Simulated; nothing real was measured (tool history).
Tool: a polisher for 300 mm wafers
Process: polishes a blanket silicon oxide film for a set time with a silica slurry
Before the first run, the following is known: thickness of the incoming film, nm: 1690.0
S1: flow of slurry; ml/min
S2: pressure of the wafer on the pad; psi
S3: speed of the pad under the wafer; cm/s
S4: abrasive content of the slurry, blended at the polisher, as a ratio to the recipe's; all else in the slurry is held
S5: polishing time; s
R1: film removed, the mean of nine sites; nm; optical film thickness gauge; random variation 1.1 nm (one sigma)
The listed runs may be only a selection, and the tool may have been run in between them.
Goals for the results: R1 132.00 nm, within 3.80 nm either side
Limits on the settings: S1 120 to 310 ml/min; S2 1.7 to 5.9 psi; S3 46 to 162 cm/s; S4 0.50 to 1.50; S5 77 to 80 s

Run 1, hour 0.0: S1 200 ml/min, S2 3.8 psi, S3 104 cm/s, S4 1.00, S5 77 s. Result: R1 196.56 nm.
Run 2, hour 5.7: S1 245 ml/min, S2 3.8 psi, S3 104 cm/s, S4 1.00, S5 77 s. Result: R1 196.87 nm.
Run 3, hour 12.7: S1 245 ml/min, S2 3.8 psi, S3 104 cm/s, S4 1.00, S5 80 s. Result: R1 205.80 nm.
Run 4, hour 20.6: S1 245 ml/min, S2 3.8 psi, S3 104 cm/s, S4 1.00, S5 80 s. Result: R1 205.83 nm.
Run 5, hour 22.4: S1 245 ml/min, S2 3.8 psi, S3 104 cm/s, S4 1.00, S5 77 s. Result: R1 198.74 nm.
Run 6, hour 27.8: S1 245 ml/min, S2 3.8 psi, S3 82 cm/s, S4 1.00, S5 77 s. Result: R1 176.96 nm.
Run 7, hour 36.6: S1 245 ml/min, S2 3.6 psi, S3 82 cm/s, S4 1.00, S5 77 s. Result: R1 167.05 nm.
Run 8, hour 41.8: S1 245 ml/min, S2 3.4 psi, S3 82 cm/s, S4 1.00, S5 77 s. Result: R1 158.11 nm.
Run 9, hour 50.2: S1 245 ml/min, S2 3.3 psi, S3 82 cm/s, S4 1.00, S5 77 s. Result: R1 154.23 nm.
Run 10, hour 50.8: S1 215 ml/min, S2 2.7 psi, S3 82 cm/s, S4 1.00, S5 77 s. Result: R1 126.87 nm.

Pick the move, out of 5, that brings all results within their allowed miss; only one does.
Run A, hour 51.4: S1 230 ml/min, S2 3.0 psi, S3 62 cm/s, S4 1.05, S5 77 s. Result: R1 ?.
Run B, hour 51.4: S1 215 ml/min, S2 2.9 psi, S3 62 cm/s, S4 0.90, S5 80 s. Result: R1 ?.
Run C, hour 51.4: S1 130 ml/min, S2 3.5 psi, S3 76 cm/s, S4 0.90, S5 78 s. Result: R1 ?.
Run D, hour 51.4: S1 165 ml/min, S2 3.1 psi, S3 82 cm/s, S4 1.00, S5 78 s. Result: R1 ?.
Run E, hour 51.4: S1 245 ml/min, S2 2.7 psi, S3 98 cm/s, S4 0.85, S5 79 s. Result: R1 ?.

move      R1
   A  126.60
   B  119.37
   C  145.94
   D  143.03
   E  134.37
A: further off than the last run
B: further off than the last run
C: carries the result that was furthest off beyond its target, to the other side
D: carries the result that was furthest off beyond its target, to the other side
E: hits every target within its allowed miss
E is the move that brings every result within its allowed miss.

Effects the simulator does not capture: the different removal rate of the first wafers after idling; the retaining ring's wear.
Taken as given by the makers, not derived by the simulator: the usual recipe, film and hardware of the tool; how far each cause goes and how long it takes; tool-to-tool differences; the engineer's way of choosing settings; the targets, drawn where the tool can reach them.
